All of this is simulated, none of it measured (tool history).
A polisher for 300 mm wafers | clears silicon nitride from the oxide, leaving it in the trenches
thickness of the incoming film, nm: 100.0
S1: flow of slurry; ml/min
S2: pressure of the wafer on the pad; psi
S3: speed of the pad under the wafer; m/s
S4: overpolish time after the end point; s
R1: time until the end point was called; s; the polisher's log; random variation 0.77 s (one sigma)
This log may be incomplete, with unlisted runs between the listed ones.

run	hour	S1	S2	S3	S4	R1
1	0	160	3.4	0.84	7	108.36
2	6.9	160	3.4	0.84	7	110.45
3	8	160	3.5	0.84	7	105.83
4	10.7	160	3.6	0.84	7	104.52
5	19.1	160	3.6	0.7	7	123.05
6	23.7	160	3.8	0.7	7	115.24
7	26.5	180	4.8	0.72	7	89.782

Run 8 is up next; what results do you expect?
8	32.4	180	4.9	0.72	7	?

R1: 89.549 s

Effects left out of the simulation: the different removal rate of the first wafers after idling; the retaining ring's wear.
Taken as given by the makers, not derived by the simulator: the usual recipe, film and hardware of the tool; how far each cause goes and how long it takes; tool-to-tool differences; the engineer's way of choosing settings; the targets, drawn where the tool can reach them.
